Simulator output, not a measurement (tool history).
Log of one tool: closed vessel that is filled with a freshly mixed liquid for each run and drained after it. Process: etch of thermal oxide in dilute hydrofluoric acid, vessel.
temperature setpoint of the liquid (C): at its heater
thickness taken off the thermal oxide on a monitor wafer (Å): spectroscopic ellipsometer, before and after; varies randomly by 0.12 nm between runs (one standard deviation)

| run | hour | temperature setpoint of the liquid (C) | parts of water to one part of 49 % hydrofluoric acid (parts by volume) | time in the liquid (s) | thickness taken off the thermal oxide on a monitor wafer (Å) |
|---|---|---|---|---|---|
| 1 | 0 | 21 | 100 | 210 | 88.058 |
| 2 | 3.1 | 22 | 100 | 210 | 91.587 |
| 3 | 12 | 22.5 | 100 | 210 | 92.991 |
| 4 | 16 | 22.5 | 100 | 220 | 96.602 |
| 5 | 20.6 | 20 | 100 | 220 | 87.903 |
| 6 | 26.9 | 21 | 100 | 220 | 90.639 |
| 7 | 34.4 | 21.5 | 100 | 220 | 92.292 |
| 8 | 35.8 | 21.5 | 100 | 220 | 92.26 |
| 9 | 45 | 22.5 | 100 | 220 | 97.389 |
| 10 | 52.6 | 23 | 100 | 220 | 98.619 |
| 11 | 55.2 | 23.5 | 100 | 220 | 100.35 |

Run 12 comes next. What will it give?
| 12 | 59 | 24 | 100 | 220 | ? |

Run 12 yielded thickness taken off the thermal oxide on a monitor wafer (Å) 104.2.

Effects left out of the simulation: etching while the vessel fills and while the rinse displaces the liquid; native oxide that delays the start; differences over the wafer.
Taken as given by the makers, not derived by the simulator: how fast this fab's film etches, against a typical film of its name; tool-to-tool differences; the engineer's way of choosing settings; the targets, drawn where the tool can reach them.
